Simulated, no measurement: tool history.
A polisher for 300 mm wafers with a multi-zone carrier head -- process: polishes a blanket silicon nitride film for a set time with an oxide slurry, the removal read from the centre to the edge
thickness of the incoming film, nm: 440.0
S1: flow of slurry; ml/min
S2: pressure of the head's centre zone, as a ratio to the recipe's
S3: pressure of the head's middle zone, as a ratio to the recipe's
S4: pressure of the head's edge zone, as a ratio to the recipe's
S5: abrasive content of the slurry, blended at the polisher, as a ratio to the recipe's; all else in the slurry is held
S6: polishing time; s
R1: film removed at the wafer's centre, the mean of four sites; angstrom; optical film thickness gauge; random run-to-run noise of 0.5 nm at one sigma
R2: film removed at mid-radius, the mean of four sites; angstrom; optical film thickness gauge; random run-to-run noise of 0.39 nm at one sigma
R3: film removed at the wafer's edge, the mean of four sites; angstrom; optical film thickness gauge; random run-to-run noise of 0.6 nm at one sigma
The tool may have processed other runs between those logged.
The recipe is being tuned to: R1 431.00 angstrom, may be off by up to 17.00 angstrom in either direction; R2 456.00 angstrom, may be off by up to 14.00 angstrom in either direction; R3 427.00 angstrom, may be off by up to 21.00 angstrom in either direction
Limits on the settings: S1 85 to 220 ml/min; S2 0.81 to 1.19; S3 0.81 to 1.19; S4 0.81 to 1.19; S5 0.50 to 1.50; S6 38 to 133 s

| run | hour | S1 | S2 | S3 | S4 | S5 | S6 | R1 | R2 | R3 |
|---|---|---|---|---|---|---|---|---|---|---|
| 1 | 0.0 | 140 | 1.00 | 1.00 | 1.00 | 1.00 | 85 | 348.14 | 352.78 | 351.64 |
| 2 | 2.9 | 155 | 1.02 | 1.04 | 1.04 | 1.05 | 85 | 372.27 | 385.74 | 362.61 |
| 3 | 8.3 | 155 | 1.02 | 1.00 | 1.04 | 1.05 | 85 | 374.84 | 370.65 | 361.71 |
| 4 | 14.2 | 155 | 1.02 | 1.00 | 1.04 | 1.15 | 85 | 380.26 | 389.79 | 369.27 |
| 5 | 15.9 | 155 | 1.02 | 1.00 | 1.04 | 1.25 | 85 | 394.01 | 406.26 | 388.91 |
|  | 19.4 | worn pad replaced by a new one |
| 6 | 19.4 | 165 | 1.02 | 1.00 | 1.06 | 1.30 | 85 | 461.56 | 462.69 | 461.78 |
| 7 | 25.8 | 160 | 1.02 | 1.01 | 1.05 | 1.30 | 85 | 454.40 | 461.44 | 459.00 |
| 8 | 30.1 | 155 | 1.02 | 1.02 | 1.01 | 1.30 | 85 | 450.82 | 460.49 | 442.67 |
| 9 | 35.0 | 155 | 1.02 | 1.03 | 1.01 | 1.30 | 85 | 450.35 | 465.14 | 436.67 |
| 10 | 43.1 | 150 | 1.02 | 1.03 | 1.01 | 1.30 | 85 | 450.19 | 466.28 | 437.48 |

Exercise: of the 4 proposed moves below, exactly one satisfies all targets within the stated allowed misses. Which move is it?
| A | 51.2 | 135 | 0.81 | 1.05 | 1.07 | 1.35 | 90 | ? | ? | ? |
| B | 51.2 | 185 | 0.98 | 1.03 | 1.04 | 1.50 | 76 | ? | ? | ? |
| C | 51.2 | 195 | 0.86 | 1.03 | 1.03 | 1.40 | 78 | ? | ? | ? |
| D | 51.2 | 165 | 0.97 | 0.95 | 1.00 | 1.50 | 79 | ? | ? | ? |

| move | R1 | R2 | R3 |
|---|---|---|---|
| A | 390.16 | 499.45 | 469.60 |
| B | 425.90 | 457.64 | 427.27 |
| C | 387.05 | 461.34 | 428.41 |
| D | 429.61 | 436.07 | 433.69 |
A: takes the biggest miss from the last run beyond its target
B: meets every target
C: takes the biggest miss from the last run beyond its target
D: corrects the largest miss of the last run, while another result sits out of spec
The right move is B.

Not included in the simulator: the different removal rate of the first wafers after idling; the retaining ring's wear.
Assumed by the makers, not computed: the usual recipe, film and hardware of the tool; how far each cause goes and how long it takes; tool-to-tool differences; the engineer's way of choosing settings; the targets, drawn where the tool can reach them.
